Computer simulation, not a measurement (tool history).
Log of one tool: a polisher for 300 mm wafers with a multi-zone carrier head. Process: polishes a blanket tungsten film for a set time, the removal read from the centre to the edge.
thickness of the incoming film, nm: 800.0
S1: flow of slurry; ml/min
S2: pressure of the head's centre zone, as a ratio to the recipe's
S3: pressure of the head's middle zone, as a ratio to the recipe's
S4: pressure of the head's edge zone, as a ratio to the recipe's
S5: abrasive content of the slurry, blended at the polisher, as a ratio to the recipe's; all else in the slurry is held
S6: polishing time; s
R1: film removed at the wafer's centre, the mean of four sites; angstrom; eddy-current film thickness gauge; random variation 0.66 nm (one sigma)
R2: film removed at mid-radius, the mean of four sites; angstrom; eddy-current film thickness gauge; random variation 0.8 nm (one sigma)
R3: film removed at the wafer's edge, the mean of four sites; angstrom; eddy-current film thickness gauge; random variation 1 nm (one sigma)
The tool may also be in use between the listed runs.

{"run": 1, "hour": 0.0, "S1": 320, "S2": 1, "S3": 1, "S4": 1, "S5": 1, "S6": 39, "R1": 1174.4, "R2": 1198.5, "R3": 1183.3}
{"run": 2, "hour": 2.0, "S1": 320, "S2": 1, "S3": 1, "S4": 1, "S5": 1.15, "S6": 39, "R1": 1232.7, "R2": 1256.3, "R3": 1239.7}
{"run": 3, "hour": 7.6, "S1": 310, "S2": 0.96, "S3": 0.97, "S4": 0.98, "S5": 1.1, "S6": 39, "R1": 1170, "R2": 1197.6, "R3": 1233.8}
{"run": 4, "hour": 9.8, "S1": 310, "S2": 0.96, "S3": 0.97, "S4": 0.9, "S5": 1.1, "S6": 39, "R1": 1167.2, "R2": 1190.2, "R3": 1181.1}
{"run": 5, "hour": 15.6, "S1": 310, "S2": 0.96, "S3": 0.97, "S4": 0.9, "S5": 1, "S6": 39, "R1": 1137.1, "R2": 1164.9, "R3": 1137.3}
{"run": 6, "hour": 17.5, "S1": 310, "S2": 0.96, "S3": 0.97, "S4": 0.98, "S5": 1, "S6": 39, "R1": 1149.7, "R2": 1164.4, "R3": 1191}
{"run": 7, "hour": 18.5, "S1": 305, "S2": 0.93, "S3": 0.96, "S4": 0.97, "S5": 0.9, "S6": 39, "R1": 1046.6, "R2": 1124.7, "R3": 1141.5}
{"run": 8, "hour": 25.5, "S1": 300, "S2": 0.91, "S3": 0.94, "S4": 0.95, "S5": 0.85, "S6": 39, "R1": 1014, "R2": 1073.5, "R3": 1122}
{"run": 9, "hour": 27.2, "S1": 295, "S2": 0.9, "S3": 0.93, "S4": 0.94, "S5": 0.85, "S6": 39, "R1": 998.62, "R2": 1084.3, "R3": 1089.6}
{"run": 10, "hour": 31.7, "S1": 290, "S2": 0.89, "S3": 0.91, "S4": 0.94, "S5": 0.85, "S6": 39, "R1": 995.16, "R2": 1040.6, "R3": 1104}
{"run": 11, "hour": 40.6, "S1": 290, "S2": 0.89, "S3": 0.91, "S4": 0.94, "S5": 0.85, "S6": 39, "R1": 986.3, "R2": 1043.2, "R3": 1115.6}
{"run": 12, "hour": 44.5, "S1": 285, "S2": 0.88, "S3": 0.91, "S4": 0.93, "S5": 0.85, "S6": 39, "R1": 983.92, "R2": 1061.6, "R3": 1102.2}
{"run": 13, "hour": 47.9, "S1": 285, "S2": 0.87, "S3": 0.9, "S4": 0.92, "S5": 0.85, "S6": 39, "R1": 964.12, "R2": 1046, "R3": 1087.3}

Forecast run 14:
{"run": 14, "hour": 49.1, "S1": 280, "S2": 0.86, "S3": 0.89, "S4": 0.92, "S5": 0.85, "S6": 39, "R1": "?", "R2": "?", "R3": "?"}

{"run 14": {"R1": 949.68, "R2": 1026.1, "R3": 1092.1}}
